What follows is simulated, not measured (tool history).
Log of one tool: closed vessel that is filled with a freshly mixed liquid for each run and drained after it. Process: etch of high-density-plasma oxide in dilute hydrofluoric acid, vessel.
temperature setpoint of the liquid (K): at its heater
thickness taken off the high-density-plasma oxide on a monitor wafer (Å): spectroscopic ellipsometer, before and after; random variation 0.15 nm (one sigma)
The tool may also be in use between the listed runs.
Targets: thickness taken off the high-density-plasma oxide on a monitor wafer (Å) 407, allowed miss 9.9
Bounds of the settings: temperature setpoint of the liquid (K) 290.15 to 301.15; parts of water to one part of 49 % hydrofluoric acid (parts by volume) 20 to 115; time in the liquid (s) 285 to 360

| run | day | temperature setpoint of the liquid (K) | parts of water to one part of 49 % hydrofluoric acid (parts by volume) | time in the liquid (s) | thickness taken off the high-density-plasma oxide on a monitor wafer (Å) |
|---|---|---|---|---|---|
| 1 | 0 | 293.15 | 65 | 360 | 254.24 |
| 2 | 0.192 | 294.15 | 65 | 360 | 265.56 |
| 3 | 0.317 | 295.15 | 65 | 360 | 276.25 |
| 4 | 0.679 | 296.15 | 65 | 360 | 287.1 |
| 5 | 0.975 | 296.15 | 65 | 285 | 225.28 |
| 6 | 1.221 | 296.65 | 60 | 285 | 251.72 |
| 7 | 1.454 | 297.15 | 55 | 285 | 282.16 |
| 8 | 1.825 | 297.65 | 50 | 285 | 321.52 |
| 9 | 1.875 | 298.15 | 50 | 285 | 325.93 |
|  | 2.117 | hydrofluoric acid flow meter replaced |
| 10 | 2.117 | 298.65 | 50 | 285 | 356.22 |
| 11 | 2.238 | 299.15 | 50 | 285 | 363.48 |
| 12 | 2.421 | 299.65 | 50 | 285 | 369.65 |
| 13 | 2.812 | 301.15 | 45 | 285 | 443.56 |
| 14 | 2.988 | 300.15 | 45 | 285 | 423.05 |

Which of these 4 next moves meets every target?
| A | 3.162 | 299.65 | 50 | 325 | ? |
| B | 3.162 | 297.65 | 45 | 305 | ? |
| C | 3.162 | 298.15 | 40 | 285 | ? |
| D | 3.162 | 300.15 | 55 | 360 | ? |

| move | thickness taken off the high-density-plasma oxide on a monitor wafer (Å) |
|---|---|
| A | 420.85 |
| B | 407.29 |
| C | 440.04 |
| D | 429.34 |
A: nearer than the last run, and not there yet
B: meets every target
C: further off than the last run
D: further off than the last run
Answer: B
